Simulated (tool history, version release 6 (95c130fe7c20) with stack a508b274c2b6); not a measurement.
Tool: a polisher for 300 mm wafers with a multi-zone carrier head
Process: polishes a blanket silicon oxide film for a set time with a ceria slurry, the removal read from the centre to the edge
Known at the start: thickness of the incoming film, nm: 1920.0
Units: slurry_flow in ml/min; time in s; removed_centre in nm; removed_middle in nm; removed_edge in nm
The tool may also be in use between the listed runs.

| run | hour | slurry_flow | centre_zone | middle_zone | edge_zone | time | removed_centre | removed_middle | removed_edge |
|---|---|---|---|---|---|---|---|---|---|
| 1 | 0 | 200 | 1 | 1 | 1 | 54 | 266.58 | 275.12 | 265.21 |
| 2 | 5.8 | 175 | 1 | 1 | 1 | 54 | 261.11 | 268.52 | 260.11 |
| 3 | 12.1 | 175 | 1 | 1 | 0.96 | 54 | 262.03 | 266.67 | 257.02 |
| 4 | 20.9 | 190 | 0.99 | 1.02 | 1.02 | 58 | 280.22 | 297.33 | 288.64 |
| 5 | 24.6 | 210 | 1 | 1.06 | 1.06 | 60 | 297.22 | 324.85 | 293.26 |
| 6 | 25.1 | 175 | 1 | 1.06 | 1.06 | 60 | 287.77 | 316.45 | 294.86 |
| 7 | 32.5 | 175 | 0.99 | 1.07 | 1.08 | 63 | 300.42 | 333.99 | 306.82 |
| 8 | 40.9 | 190 | 0.97 | 1.07 | 1.1 | 66 | 312.32 | 354.46 | 335.77 |

The next listed run, before its measurement:
| 9 | 41.7 | 205 | 0.96 | 1.08 | 1.12 | 67 | ? | ? | ? |

Run 9 gave removed_centre 313.23 nm, removed_middle 372.33 nm, removed_edge 344.83 nm.
